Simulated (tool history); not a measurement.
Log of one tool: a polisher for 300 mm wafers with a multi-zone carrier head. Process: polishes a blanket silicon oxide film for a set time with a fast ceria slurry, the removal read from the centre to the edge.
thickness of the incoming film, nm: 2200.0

run	hour	flow of slurry (ml/min)	pressure of the head's centre zone	pressure of the head's middle zone	pressure of the head's edge zone	polishing time (s)	film removed at the wafer's centre (nm)	film removed at mid-radius (nm)	film removed at the wafer's edge (nm)
1	0.0	200	1.00	1.00	1.00	65	713.77	732.87	727.30
2	2.7	155	1.00	1.00	1.00	65	688.91	697.96	696.88
3	10.7	155	0.98	1.01	1.00	65	672.33	707.58	691.25
4	19.7	120	0.98	1.01	1.00	65	623.93	655.45	666.82
5	26.4	120	0.98	1.05	1.00	65	623.71	672.10	664.09
6	28.6	120	0.98	1.05	1.04	65	619.83	672.62	680.72

Forecast run 7:
7	36.9	130	0.98	1.06	1.04	65	?	?	?

{"run 7": {"film removed at the wafer's centre (nm)": 645.19, "film removed at mid-radius (nm)": 692.46, "film removed at the wafer's edge (nm)": 687.49}}
